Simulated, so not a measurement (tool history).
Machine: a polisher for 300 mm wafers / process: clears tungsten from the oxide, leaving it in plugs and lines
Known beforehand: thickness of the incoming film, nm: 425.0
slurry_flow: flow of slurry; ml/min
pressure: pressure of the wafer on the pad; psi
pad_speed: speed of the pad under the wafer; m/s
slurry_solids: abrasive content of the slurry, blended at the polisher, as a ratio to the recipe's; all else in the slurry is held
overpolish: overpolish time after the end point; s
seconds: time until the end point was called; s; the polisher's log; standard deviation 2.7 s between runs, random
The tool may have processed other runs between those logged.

Run 1, day 0: slurry_flow 225 ml/min, pressure 2.4 psi, pad_speed 1.14 m/s, slurry_solids 1, overpolish 3 s. Result: seconds 118.86 s.
Run 2, day 0.096: slurry_flow 225 ml/min, pressure 2.2 psi, pad_speed 1.12 m/s, slurry_solids 1, overpolish 3 s. Result: seconds 133.13 s.
Run 3, day 0.412: slurry_flow 225 ml/min, pressure 2.1 psi, pad_speed 1.12 m/s, slurry_solids 1, overpolish 3 s. Result: seconds 137.81 s.
Run 4, day 0.454: slurry_flow 225 ml/min, pressure 2.1 psi, pad_speed 1.12 m/s, slurry_solids 0.9, overpolish 3 s. Result: seconds 143.03 s.
Run 5, day 0.667: slurry_flow 225 ml/min, pressure 2.1 psi, pad_speed 1.12 m/s, slurry_solids 0.8, overpolish 3 s. Result: seconds 142.63 s.
Run 6, day 0.958: slurry_flow 225 ml/min, pressure 2.1 psi, pad_speed 1.12 m/s, slurry_solids 0.7, overpolish 3 s. Result: seconds 148.38 s.

Run 7 has not been measured yet. What should we expect?
Run 7, day 1.229: slurry_flow 225 ml/min, pressure 2 psi, pad_speed 1.12 m/s, slurry_solids 0.7, overpolish 3 s. Result: seconds ?.

Logged for run 7: seconds 156.58 s.
